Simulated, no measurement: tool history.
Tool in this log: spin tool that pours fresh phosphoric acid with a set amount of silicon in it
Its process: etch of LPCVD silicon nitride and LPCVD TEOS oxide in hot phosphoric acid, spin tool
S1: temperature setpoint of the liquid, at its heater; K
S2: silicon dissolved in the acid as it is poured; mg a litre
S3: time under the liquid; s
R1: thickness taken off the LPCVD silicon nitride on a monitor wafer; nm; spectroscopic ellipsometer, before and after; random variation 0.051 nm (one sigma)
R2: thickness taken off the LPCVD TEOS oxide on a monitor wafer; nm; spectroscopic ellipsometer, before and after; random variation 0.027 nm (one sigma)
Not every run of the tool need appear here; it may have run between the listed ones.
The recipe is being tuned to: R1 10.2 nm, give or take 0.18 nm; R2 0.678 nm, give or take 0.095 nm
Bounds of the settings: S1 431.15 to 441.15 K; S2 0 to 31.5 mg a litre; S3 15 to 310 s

run    day      S1   S2   S3      R1       R2
  1      0  436.15   14  160   18.16   1.0238
  2  0.296  436.15    8  160  18.238   1.3119
  3  0.492  436.15    1  160  18.042   1.5017
  4  0.579  435.15  1.5  145  15.776   1.2021
  5  0.871  434.65    1  135   14.63   1.1258
  6  1.221  434.15    1  125  13.291   1.0294
  7    1.5  434.15    1  125  13.241  0.94779
  8  1.867  433.65    1  120  12.544   1.0048
  9  2.171  433.15    3  115  11.841  0.84507
 10  2.479  432.65    3  115  11.566  0.75709
 11  2.838  432.65  2.5  115  11.567  0.78551

Pick the move, out of 4, that brings all results within their allowed miss; only one does.
  A  3.196  431.65    2  105   ?   ?
  B  3.196  431.65    5  135   ?   ?
  C  3.196  433.15  4.5   95   ?   ?
  D  3.196  434.65  4.5  125   ?   ?

move      R1       R2
   A  10.313  0.67034
   B   13.26  0.81308
   C   9.815  0.64608
   D  13.579  0.94968
A: meets every target
B: the biggest miss grows against the last run
C: pushes the last run's worst result past its target
D: the biggest miss grows against the last run
The right move is A.
